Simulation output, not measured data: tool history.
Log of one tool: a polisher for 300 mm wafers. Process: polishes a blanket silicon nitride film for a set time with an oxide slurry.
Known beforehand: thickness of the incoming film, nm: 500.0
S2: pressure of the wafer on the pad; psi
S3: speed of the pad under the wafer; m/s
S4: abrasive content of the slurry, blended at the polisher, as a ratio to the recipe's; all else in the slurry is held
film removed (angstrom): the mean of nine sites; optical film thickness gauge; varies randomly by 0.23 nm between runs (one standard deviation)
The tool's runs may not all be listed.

{"run": 1, "day": 0.0, "flow of slurry (ml/min)": 305, "S2": 2.8, "S3": 1.28, "S4": 1.0, "polishing time (s)": 52, "film removed (angstrom)": 315.82}
{"run": 2, "day": 0.188, "flow of slurry (ml/min)": 310, "S2": 2.9, "S3": 1.28, "S4": 1.0, "polishing time (s)": 52, "film removed (angstrom)": 326.89}
{"run": 3, "day": 0.271, "flow of slurry (ml/min)": 310, "S2": 2.9, "S3": 1.28, "S4": 1.0, "polishing time (s)": 46, "film removed (angstrom)": 290.51}
{"run": 4, "day": 0.342, "flow of slurry (ml/min)": 310, "S2": 3.0, "S3": 1.28, "S4": 1.0, "polishing time (s)": 46, "film removed (angstrom)": 298.33}
{"run": 5, "day": 0.388, "flow of slurry (ml/min)": 310, "S2": 3.0, "S3": 1.28, "S4": 0.85, "polishing time (s)": 46, "film removed (angstrom)": 283.15}
{"run": 6, "day": 0.421, "flow of slurry (ml/min)": 310, "S2": 3.1, "S3": 1.28, "S4": 0.85, "polishing time (s)": 46, "film removed (angstrom)": 286.26}

Run 7, settings as shown, results not yet in. Your forecast:
{"run": 7, "day": 0.6, "flow of slurry (ml/min)": 310, "S2": 3.2, "S3": 1.28, "S4": 0.85, "polishing time (s)": 46, "film removed (angstrom)": "?"}

film removed (angstrom): 298.31
